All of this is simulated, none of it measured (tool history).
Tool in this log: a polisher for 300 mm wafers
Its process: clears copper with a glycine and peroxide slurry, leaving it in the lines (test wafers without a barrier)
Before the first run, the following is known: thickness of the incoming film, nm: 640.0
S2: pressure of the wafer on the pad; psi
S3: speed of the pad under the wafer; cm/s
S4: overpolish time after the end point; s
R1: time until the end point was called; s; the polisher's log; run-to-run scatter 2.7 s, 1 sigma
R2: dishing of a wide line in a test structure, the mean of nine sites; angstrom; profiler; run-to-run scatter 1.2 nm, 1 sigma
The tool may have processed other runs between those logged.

run 1 hour=0.0 | flow_of_slurry_(ml/min)=175 S2=3.1 S3=78 S4=19 | R1=103.73 R2=722.28
run 2 hour=2.9 | flow_of_slurry_(ml/min)=175 S2=3.1 S3=84 S4=19 | R1=101.12 R2=752.87
run 3 hour=10.2 | flow_of_slurry_(ml/min)=175 S2=3.1 S3=84 S4=26 | R1=101.54 R2=990.90
run 4 hour=18.4 | flow_of_slurry_(ml/min)=175 S2=2.6 S3=82 S4=25 | R1=117.89 R2=811.32
run 5 hour=23.5 | flow_of_slurry_(ml/min)=175 S2=2.1 S3=82 S4=25 | R1=140.46 R2=686.21
run 6 hour=31.5 | flow_of_slurry_(ml/min)=175 S2=2.1 S3=82 S4=19 | R1=139.07 R2=593.57
run 7 hour=40.3 | flow_of_slurry_(ml/min)=175 S2=2.0 S3=82 S4=20 | R1=139.45 R2=588.14

Run 8 has not been measured yet. What should we expect?
run 8 hour=48.8 | flow_of_slurry_(ml/min)=175 S2=1.9 S3=82 S4=22 | R1=? R2=?

R1: 147.93 s
R2: 608.71 angstrom
